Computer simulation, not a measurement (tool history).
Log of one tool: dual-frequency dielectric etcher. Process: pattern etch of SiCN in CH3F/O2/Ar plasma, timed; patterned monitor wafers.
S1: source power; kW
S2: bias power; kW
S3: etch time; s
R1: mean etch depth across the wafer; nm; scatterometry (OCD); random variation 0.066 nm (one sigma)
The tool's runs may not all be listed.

run 1 hour=0 | S1=0.42 S2=0.091 S3=51.5 | R1=19.424
run 2 hour=2.1 | S1=0.46 S2=0.096 S3=51.5 | R1=20.44
run 3 hour=3.5 | S1=0.46 S2=0.109 S3=51.5 | R1=21.537
run 4 hour=6.9 | S1=0.46 S2=0.109 S3=51.5 | R1=21.578
run 5 hour=15.2 | S1=0.46 S2=0.109 S3=51.5 | R1=21.605
run 6 hour=23.5 | S1=0.46 S2=0.1 S3=51.5 | R1=20.854
run 7 hour=26.7 | S1=0.49 S2=0.102 S3=51.5 | R1=21.584
run 8 hour=30.8 | S1=0.51 S2=0.103 S3=51.5 | R1=21.869

Forecast run 9:
run 9 hour=31.8 | S1=0.53 S2=0.105 S3=51.5 | R1=?

Run 9 gave R1 22.505 nm.
